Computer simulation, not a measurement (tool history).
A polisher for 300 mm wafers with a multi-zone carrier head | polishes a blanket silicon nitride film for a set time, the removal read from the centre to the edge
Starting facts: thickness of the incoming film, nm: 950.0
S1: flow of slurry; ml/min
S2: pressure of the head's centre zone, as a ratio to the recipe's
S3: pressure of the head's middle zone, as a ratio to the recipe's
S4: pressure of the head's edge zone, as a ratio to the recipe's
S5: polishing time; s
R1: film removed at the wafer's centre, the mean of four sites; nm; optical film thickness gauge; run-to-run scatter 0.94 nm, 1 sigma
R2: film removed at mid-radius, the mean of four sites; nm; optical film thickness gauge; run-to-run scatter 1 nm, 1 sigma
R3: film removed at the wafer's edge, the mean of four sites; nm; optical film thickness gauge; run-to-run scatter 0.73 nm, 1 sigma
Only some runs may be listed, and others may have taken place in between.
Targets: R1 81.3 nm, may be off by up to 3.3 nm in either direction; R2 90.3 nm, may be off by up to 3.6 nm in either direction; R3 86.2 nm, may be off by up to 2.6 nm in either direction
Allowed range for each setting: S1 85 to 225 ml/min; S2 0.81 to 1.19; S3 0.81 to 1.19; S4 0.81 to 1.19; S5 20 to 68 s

run 1 hour=0 | S1=145 S2=1 S3=1 S4=1 S5=44 | R1=113.36 R2=116.63 R3=112.14
run 2 hour=8 | S1=140 S2=0.98 S3=0.99 S4=0.97 S5=42 | R1=104.18 R2=108.95 R3=105.81
run 3 hour=14.9 | S1=135 S2=0.97 S3=0.99 S4=0.95 S5=41 | R1=100.35 R2=105.04 R3=103.13
run 4 hour=18.6 | S1=135 S2=0.97 S3=0.99 S4=1.02 S5=41 | R1=99.238 R2=106.71 R3=106.13
run 5 hour=22.8 | S1=135 S2=0.97 S3=0.99 S4=1.06 S5=41 | R1=103.42 R2=104.14 R3=107.75
run 6 hour=24.8 | S1=135 S2=0.97 S3=0.99 S4=1.06 S5=46 | R1=114.4 R2=115.75 R3=118.7
run 7 hour=31.6 | S1=135 S2=0.97 S3=0.99 S4=1.03 S5=43 | R1=105.25 R2=107.86 R3=111.79
run 8 hour=37.9 | S1=135 S2=0.97 S3=0.99 S4=1 S5=41 | R1=100.33 R2=106.04 R3=103.65
run 9 hour=38.6 | S1=130 S2=0.96 S3=0.98 S4=0.97 S5=40 | R1=96.131 R2=101.54 R3=99.273
run 10 hour=43.2 | S1=125 S2=0.95 S3=0.97 S4=0.95 S5=40 | R1=95.258 R2=98.912 R3=96.922
run 11 hour=45.7 | S1=95 S2=0.85 S3=0.97 S4=0.86 S5=38 | R1=73.417 R2=88.322 R3=85.314
run 12 hour=50.3 | S1=100 S2=0.86 S3=0.97 S4=0.85 S5=38 | R1=75.564 R2=91.406 R3=84.822
run 13 hour=53.6 | S1=110 S2=0.91 S3=0.91 S4=0.86 S5=38 | R1=83.64 R2=88.115 R3=86.811

5 candidate next runs follow, results not yet known. Just one meets every target within its allowed miss. Identify it.
run A hour=56.9 | S1=95 S2=0.97 S3=0.83 S4=0.84 S5=40 | R1=? R2=? R3=?
run B hour=56.9 | S1=120 S2=0.91 S3=0.88 S4=0.91 S5=36 | R1=? R2=? R3=?
run C hour=56.9 | S1=100 S2=0.89 S3=0.95 S4=0.81 S5=39 | R1=? R2=? R3=?
run D hour=56.9 | S1=100 S2=1 S3=0.93 S4=0.93 S5=37 | R1=? R2=? R3=?
run E hour=56.9 | S1=120 S2=0.97 S3=0.89 S4=0.93 S5=37 | R1=? R2=? R3=?

move=A R1=89.334 R2=81.405 R3=89.175
move=B R1=80.359 R2=81.207 R3=86.341
move=C R1=81.226 R2=89.945 R3=86.177
move=D R1=86.498 R2=83.766 R3=87.034
move=E R1=88.001 R2=84.217 R3=89.625
A: the biggest miss grows against the last run
B: puts the biggest miss on target and leaves a different result outside tolerance
C: all results land within tolerance of their targets
D: the biggest miss grows against the last run
E: the biggest miss grows against the last run
Correct choice: C, which meets every target
